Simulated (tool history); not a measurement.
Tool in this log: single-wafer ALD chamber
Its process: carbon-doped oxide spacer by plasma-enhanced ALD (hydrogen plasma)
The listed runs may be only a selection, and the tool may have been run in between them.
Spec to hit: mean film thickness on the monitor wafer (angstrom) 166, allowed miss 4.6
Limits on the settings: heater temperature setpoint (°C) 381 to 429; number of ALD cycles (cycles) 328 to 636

run,day,heater temperature setpoint (°C),number of ALD cycles (cycles),mean film thickness on the monitor wafer (angstrom)
1,0,405,482,226.4
2,0.242,406,461,217.57
3,0.504,407,441,206.59
4,0.638,408,427,197.03
5,0.929,409,418,194.49
6,1.138,399,418,200.18
7,1.304,400,407,193.65
8,1.333,401,398,189.54
9,1.525,402,390,185.13
10,1.725,410,340,156.63
11,1.879,409,342,159.04
12,2.142,409,342,158.92
13,2.192,408,344,161.34
14,2.35,408,345,161.58

Which single option among these 5 for the next run brings every result within its allowed miss of target? Just one does.
A,2.508,409,338,?
B,2.508,408,354,?
C,2.508,415,340,?
D,2.508,410,377,?
E,2.508,404,328,?

move,mean film thickness on the monitor wafer (angstrom)
A,157.21
B,165.23
C,154.8
D,174.74
E,155.25
A: its largest miss is bigger than the last run's
B: hits every target within its allowed miss
C: its largest miss is bigger than the last run's
D: pushes the last run's worst result past its target
E: its largest miss is bigger than the last run's
Correct choice: B, which meets every target

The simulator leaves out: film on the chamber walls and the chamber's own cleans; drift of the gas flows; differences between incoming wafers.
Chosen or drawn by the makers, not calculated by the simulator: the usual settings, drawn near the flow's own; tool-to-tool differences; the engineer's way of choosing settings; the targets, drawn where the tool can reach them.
